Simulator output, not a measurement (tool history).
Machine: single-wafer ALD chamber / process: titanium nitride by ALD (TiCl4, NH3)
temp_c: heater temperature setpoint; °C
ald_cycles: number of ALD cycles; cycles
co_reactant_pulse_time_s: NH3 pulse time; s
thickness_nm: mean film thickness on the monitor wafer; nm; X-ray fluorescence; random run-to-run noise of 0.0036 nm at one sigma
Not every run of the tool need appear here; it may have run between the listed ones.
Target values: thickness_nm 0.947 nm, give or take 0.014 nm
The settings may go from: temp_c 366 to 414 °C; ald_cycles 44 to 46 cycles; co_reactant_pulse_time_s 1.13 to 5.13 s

run  hour  temp_c  ald_cycles  co_reactant_pulse_time_s  thickness_nm
  1     0     390          46                      3.13        1.0176
  2   6.5     400          46                      3.13        1.0221
  3    11     400          44                      3.13       0.97981
  4  15.6     400          46                      3.13        1.0257
  5  18.9     397          46                      2.82         1.022
  6  25.7     391          46                      2.82        1.0125
  7  29.3     389          46                      2.58        1.0145
     33.1  -- thermocouple changed; heater temperature recalibrated
  8  33.1     385          46                      2.36        1.0067
  9  37.7     373          44                      1.36       0.91352

Of the 5 settings listed for the next run, only one would bring every result within its allowed miss of target. Which one?
  A  42.3     367          46                       1.6             ?
  B  42.3     370          45                      1.13             ?
  C  42.3     379          46                      1.66             ?
  D  42.3     377          44                      1.13             ?
  E  42.3     375          44                      1.13             ?

move  thickness_nm
   A       0.95062
   B       0.91448
   C       0.97722
   D       0.91143
   E       0.90666
A: in spec on every target
B: about the same distance from the targets as the last run
C: takes the biggest miss from the last run beyond its target
D: further off than the last run
E: further off than the last run
Go with A: it meets all targets.
